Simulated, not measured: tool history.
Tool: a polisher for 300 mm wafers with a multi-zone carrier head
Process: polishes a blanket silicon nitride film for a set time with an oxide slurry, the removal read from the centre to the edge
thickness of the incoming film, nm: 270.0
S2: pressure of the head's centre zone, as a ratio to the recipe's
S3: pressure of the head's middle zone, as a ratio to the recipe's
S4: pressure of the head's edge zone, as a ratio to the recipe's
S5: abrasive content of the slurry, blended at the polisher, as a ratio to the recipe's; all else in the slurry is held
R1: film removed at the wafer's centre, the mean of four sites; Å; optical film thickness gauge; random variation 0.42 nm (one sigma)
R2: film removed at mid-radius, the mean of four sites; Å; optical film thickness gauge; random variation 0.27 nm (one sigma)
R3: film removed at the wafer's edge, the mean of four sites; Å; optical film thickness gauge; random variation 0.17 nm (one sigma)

run 1 day=0.000 | flow_of_slurry_(ml/min)=255 S2=1.00 S3=1.00 S4=1.00 S5=1.00 polishing_time_(s)=47 | R1=316.35 R2=318.40 R3=299.19
run 2 day=0.225 | flow_of_slurry_(ml/min)=255 S2=0.94 S3=1.00 S4=1.00 S5=1.00 polishing_time_(s)=47 | R1=307.86 R2=312.13 R3=299.83
run 3 day=0.262 | flow_of_slurry_(ml/min)=315 S2=0.94 S3=1.00 S4=1.00 S5=1.00 polishing_time_(s)=47 | R1=316.28 R2=326.44 R3=308.06
run 4 day=0.375 | flow_of_slurry_(ml/min)=315 S2=0.94 S3=1.00 S4=1.00 S5=1.00 polishing_time_(s)=57 | R1=369.68 R2=395.31 R3=370.06
run 5 day=0.529 | flow_of_slurry_(ml/min)=310 S2=0.95 S3=0.99 S4=0.97 S5=0.95 polishing_time_(s)=56 | R1=361.59 R2=374.86 R3=354.69
run 6 day=0.579 | flow_of_slurry_(ml/min)=310 S2=0.95 S3=0.99 S4=0.94 S5=0.95 polishing_time_(s)=56 | R1=365.63 R2=376.38 R3=344.37
run 7 day=0.862 | flow_of_slurry_(ml/min)=305 S2=0.95 S3=0.99 S4=0.92 S5=0.90 polishing_time_(s)=55 | R1=352.51 R2=358.29 R3=324.91
run 8 day=1.100 | flow_of_slurry_(ml/min)=305 S2=0.95 S3=0.99 S4=0.92 S5=0.90 polishing_time_(s)=55 | R1=348.59 R2=357.83 R3=327.66
run 9 day=1.146 | flow_of_slurry_(ml/min)=300 S2=0.96 S3=0.99 S4=0.90 S5=0.85 polishing_time_(s)=54 | R1=327.61 R2=334.24 R3=311.33
run 10 day=1.517 | flow_of_slurry_(ml/min)=300 S2=0.99 S3=1.00 S4=0.89 S5=0.80 polishing_time_(s)=53 | R1=329.49 R2=327.55 R3=294.94
run 11 day=1.879 | flow_of_slurry_(ml/min)=265 S2=1.00 S3=0.94 S4=0.81 S5=0.55 polishing_time_(s)=52 | R1=267.35 R2=243.82 R3=225.63

Run 12 comes next. What will it give?
run 12 day=2.196 | flow_of_slurry_(ml/min)=275 S2=1.00 S3=0.95 S4=0.81 S5=0.55 polishing_time_(s)=52 | R1=? R2=? R3=?

{"run 12": {"R1": 263.52, "R2": 252.36, "R3": 223.57}}
